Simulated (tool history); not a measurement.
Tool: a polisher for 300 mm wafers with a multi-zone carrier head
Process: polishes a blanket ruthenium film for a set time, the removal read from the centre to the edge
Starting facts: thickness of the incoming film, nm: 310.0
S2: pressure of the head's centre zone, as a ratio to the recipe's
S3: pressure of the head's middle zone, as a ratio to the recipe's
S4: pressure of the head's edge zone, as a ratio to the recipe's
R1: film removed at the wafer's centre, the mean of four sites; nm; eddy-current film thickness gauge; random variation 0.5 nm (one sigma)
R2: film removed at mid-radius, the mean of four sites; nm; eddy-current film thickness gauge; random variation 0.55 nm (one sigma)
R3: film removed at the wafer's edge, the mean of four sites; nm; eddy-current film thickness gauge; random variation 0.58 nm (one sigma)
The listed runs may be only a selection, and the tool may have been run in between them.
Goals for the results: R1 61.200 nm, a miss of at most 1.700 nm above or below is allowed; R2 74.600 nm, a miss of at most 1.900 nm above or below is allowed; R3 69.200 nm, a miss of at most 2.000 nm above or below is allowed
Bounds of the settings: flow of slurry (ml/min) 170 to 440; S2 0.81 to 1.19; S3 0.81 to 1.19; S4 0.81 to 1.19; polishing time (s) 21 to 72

{"run": 1, "hour": 0.0, "flow of slurry (ml/min)": 280, "S2": 1.0, "S3": 1.0, "S4": 1.0, "polishing time (s)": 46, "R1": 76.73, "R2": 77.08, "R3": 78.689}
{"run": 2, "hour": 6.3, "flow of slurry (ml/min)": 280, "S2": 1.0, "S3": 1.0, "S4": 0.93, "polishing time (s)": 46, "R1": 77.956, "R2": 77.353, "R3": 78.115}
{"run": 3, "hour": 13.8, "flow of slurry (ml/min)": 280, "S2": 1.0, "S3": 1.09, "S4": 0.93, "polishing time (s)": 46, "R1": 77.387, "R2": 82.369, "R3": 78.135}
{"run": 4, "hour": 18.7, "flow of slurry (ml/min)": 280, "S2": 1.03, "S3": 1.09, "S4": 0.93, "polishing time (s)": 46, "R1": 80.693, "R2": 81.793, "R3": 76.059}
{"run": 5, "hour": 24.2, "flow of slurry (ml/min)": 220, "S2": 1.03, "S3": 1.09, "S4": 0.93, "polishing time (s)": 46, "R1": 76.033, "R2": 79.752, "R3": 74.803}
{"run": 6, "hour": 25.2, "flow of slurry (ml/min)": 170, "S2": 1.03, "S3": 1.09, "S4": 0.93, "polishing time (s)": 46, "R1": 72.836, "R2": 75.391, "R3": 72.784}
{"run": 7, "hour": 29.8, "flow of slurry (ml/min)": 175, "S2": 1.0, "S3": 1.1, "S4": 0.92, "polishing time (s)": 45, "R1": 70.097, "R2": 75.801, "R3": 70.753}
{"run": 8, "hour": 32.4, "flow of slurry (ml/min)": 175, "S2": 0.97, "S3": 1.1, "S4": 0.92, "polishing time (s)": 45, "R1": 67.412, "R2": 74.884, "R3": 71.643}
{"run": 9, "hour": 33.7, "flow of slurry (ml/min)": 175, "S2": 0.95, "S3": 1.11, "S4": 0.91, "polishing time (s)": 45, "R1": 66.38, "R2": 75.646, "R3": 70.532}
{"run": 10, "hour": 35.0, "flow of slurry (ml/min)": 175, "S2": 0.93, "S3": 1.11, "S4": 0.91, "polishing time (s)": 45, "R1": 64.565, "R2": 75.193, "R3": 71.938}

Which one of the following 5 next-run settings gets every result inside its allowed miss? There is exactly one.
{"run": "A", "hour": 36.3, "flow of slurry (ml/min)": 190, "S2": 0.84, "S3": 1.05, "S4": 0.99, "polishing time (s)": 46, "R1": "?", "R2": "?", "R3": "?"}
{"run": "B", "hour": 36.3, "flow of slurry (ml/min)": 170, "S2": 0.9, "S3": 1.12, "S4": 0.91, "polishing time (s)": 46, "R1": "?", "R2": "?", "R3": "?"}
{"run": "C", "hour": 36.3, "flow of slurry (ml/min)": 180, "S2": 0.82, "S3": 1.07, "S4": 0.97, "polishing time (s)": 46, "R1": "?", "R2": "?", "R3": "?"}
{"run": "D", "hour": 36.3, "flow of slurry (ml/min)": 170, "S2": 0.9, "S3": 1.14, "S4": 0.9, "polishing time (s)": 44, "R1": "?", "R2": "?", "R3": "?"}
{"run": "E", "hour": 36.3, "flow of slurry (ml/min)": 170, "S2": 0.95, "S3": 1.03, "S4": 0.99, "polishing time (s)": 47, "R1": "?", "R2": "?", "R3": "?"}

move=A R1=60.361 R2=75.753 R3=75.794
move=B R1=63.238 R2=77.565 R3=72.416
move=C R1=58.263 R2=75.997 R3=74.691
move=D R1=60.495 R2=75.115 R3=68.987
move=E R1=68.199 R2=74.798 R3=76.342
A: meets the target for the result that was furthest off, but another lies outside its allowed miss
B: gains on the last run, yet a result remains outside its allowed miss
C: the result that was furthest off in the last run now lies on the other side of its target
D: in spec on every target
E: further off than the last run
Correct choice: D, which meets every target

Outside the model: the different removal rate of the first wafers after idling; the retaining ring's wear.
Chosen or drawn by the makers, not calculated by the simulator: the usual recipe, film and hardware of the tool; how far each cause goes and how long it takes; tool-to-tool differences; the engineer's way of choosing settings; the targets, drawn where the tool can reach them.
